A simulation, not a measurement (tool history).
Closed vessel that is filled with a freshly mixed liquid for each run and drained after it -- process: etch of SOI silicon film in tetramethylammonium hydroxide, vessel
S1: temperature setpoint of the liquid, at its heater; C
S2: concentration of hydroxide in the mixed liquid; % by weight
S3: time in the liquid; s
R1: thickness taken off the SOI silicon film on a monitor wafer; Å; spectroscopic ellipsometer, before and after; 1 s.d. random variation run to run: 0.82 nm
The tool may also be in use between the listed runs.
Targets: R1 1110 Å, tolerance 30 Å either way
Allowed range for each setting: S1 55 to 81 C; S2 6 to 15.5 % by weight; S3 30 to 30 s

run	hour	S1	S2	S3	R1
1	0	68	10.5	30	2289.8
2	4	65	10.5	30	1873.7
3	10.7	65	10.5	30	1870.4
4	19.4	61	10.5	30	1503.5
5	24.1	61	10.5	30	1464.3
6	31.6	61	10.5	30	1484.8
7	36.9	55	10.5	30	1005.1
8	40.4	57	10.5	30	1166.3

Exactly one of the 4 candidate moves below puts every result within its allowed miss. Which one?
A	43.9	57	10	30	?
B	43.9	57	9.5	30	?
C	43.9	57.5	10	30	?
D	43.9	56	10	30	?

move	R1
A	1176.9
B	1201.7
C	1214.7
D	1104.4
A: moves away from the targets compared with the last run
B: moves away from the targets compared with the last run
C: moves away from the targets compared with the last run
D: meets every target
Answer: D

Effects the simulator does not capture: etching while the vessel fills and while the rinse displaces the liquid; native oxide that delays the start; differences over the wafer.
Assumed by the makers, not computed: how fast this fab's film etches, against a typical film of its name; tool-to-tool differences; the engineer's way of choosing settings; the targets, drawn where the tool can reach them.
